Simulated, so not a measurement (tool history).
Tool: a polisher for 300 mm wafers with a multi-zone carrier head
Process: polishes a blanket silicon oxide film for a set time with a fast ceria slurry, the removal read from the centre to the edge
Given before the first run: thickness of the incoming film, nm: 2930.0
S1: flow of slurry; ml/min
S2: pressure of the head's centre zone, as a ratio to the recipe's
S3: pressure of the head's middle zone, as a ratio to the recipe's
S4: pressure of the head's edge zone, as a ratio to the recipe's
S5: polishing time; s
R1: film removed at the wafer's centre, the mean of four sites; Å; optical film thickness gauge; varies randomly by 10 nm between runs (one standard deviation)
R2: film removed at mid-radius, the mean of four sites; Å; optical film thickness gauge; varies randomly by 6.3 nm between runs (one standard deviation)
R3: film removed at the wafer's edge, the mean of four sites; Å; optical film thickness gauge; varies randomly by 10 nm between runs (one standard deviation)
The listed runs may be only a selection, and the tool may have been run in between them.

Run 1, day 0: S1 285 ml/min, S2 1, S3 1, S4 1, S5 86 s. Result: R1 8260.7 Å, R2 8159.2 Å, R3 8294.9 Å.
Run 2, day 0.15: S1 285 ml/min, S2 1, S3 1, S4 1, S5 97 s. Result: R1 9191.2 Å, R2 9263.9 Å, R3 9437.7 Å.
Run 3, day 0.175: S1 285 ml/min, S2 0.92, S3 1, S4 1, S5 97 s. Result: R1 8948.9 Å, R2 9340.8 Å, R3 9333.9 Å.
Run 4, day 0.271: S1 285 ml/min, S2 0.92, S3 1, S4 1, S5 86 s. Result: R1 7902.5 Å, R2 8170 Å, R3 8204 Å.
Run 5, day 0.567: S1 280 ml/min, S2 0.91, S3 0.99, S4 1, S5 86 s. Result: R1 7630.9 Å, R2 8232.9 Å, R3 8302.4 Å.
Run 6, day 0.733: S1 280 ml/min, S2 0.91, S3 0.99, S4 1, S5 73 s. Result: R1 6530 Å, R2 7012.9 Å, R3 6963.7 Å.
Run 7, day 0.825: S1 285 ml/min, S2 0.92, S3 0.99, S4 1.01, S5 73 s. Result: R1 6678.2 Å, R2 7078.6 Å, R3 7064.4 Å.
Run 8, day 1.025: S1 290 ml/min, S2 0.92, S3 0.99, S4 1.02, S5 73 s. Result: R1 6802 Å, R2 7007.3 Å, R3 7219.8 Å.
Run 9, day 1.283: S1 295 ml/min, S2 0.92, S3 0.99, S4 1.02, S5 73 s. Result: R1 6647.1 Å, R2 6942.6 Å, R3 7305.4 Å.
Run 10, day 1.525: S1 295 ml/min, S2 0.93, S3 1, S4 1.02, S5 73 s. Result: R1 6793.8 Å, R2 7036.9 Å, R3 7240.2 Å.

Run 11 is up next; what results do you expect?
Run 11, day 1.821: S1 300 ml/min, S2 0.93, S3 1.01, S4 1.02, S5 73 s. Result: R1 ?, R2 ?, R3 ?.

Run 11 gave R1 6665.7 Å, R2 6982.2 Å, R3 7069.9 Å.
